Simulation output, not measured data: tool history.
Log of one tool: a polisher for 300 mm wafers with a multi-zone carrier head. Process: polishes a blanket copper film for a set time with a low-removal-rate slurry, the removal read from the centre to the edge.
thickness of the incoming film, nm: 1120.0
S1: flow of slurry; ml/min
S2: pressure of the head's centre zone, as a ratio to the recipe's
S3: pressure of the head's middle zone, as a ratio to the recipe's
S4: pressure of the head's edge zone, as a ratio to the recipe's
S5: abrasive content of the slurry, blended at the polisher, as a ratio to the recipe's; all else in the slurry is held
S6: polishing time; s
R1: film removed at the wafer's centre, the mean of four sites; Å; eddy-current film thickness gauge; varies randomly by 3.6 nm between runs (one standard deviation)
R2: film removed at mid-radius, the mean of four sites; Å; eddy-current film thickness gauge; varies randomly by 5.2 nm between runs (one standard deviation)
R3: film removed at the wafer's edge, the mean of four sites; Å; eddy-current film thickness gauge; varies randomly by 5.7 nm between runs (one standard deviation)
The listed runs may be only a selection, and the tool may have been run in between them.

run,hour,S1,S2,S3,S4,S5,S6,R1,R2,R3
1,0.0,250,1.00,1.00,1.00,1.00,86,2535.1,2510.8,2665.9
2,1.5,250,1.00,1.00,1.00,1.15,86,2580.5,2635.5,2707.4
3,6.6,250,1.07,1.00,1.00,1.15,86,2755.6,2713.4,2764.2
4,13.7,250,1.07,1.00,0.94,1.15,86,2794.9,2627.7,2607.8
5,19.6,250,1.07,1.00,0.94,1.15,104,3406.7,3277.1,3271.0
6,25.4,250,1.07,0.95,0.94,1.15,104,3356.1,3060.8,3164.8
7,28.5,255,1.08,0.98,0.96,1.15,104,3372.8,3104.4,3284.0

Run 8 comes next. What will it give?
8,33.1,255,1.08,1.01,0.97,1.20,104,?,?,?

{"run 8": {"R1": 3417.1, "R2": 3205.3, "R3": 3281.8}}
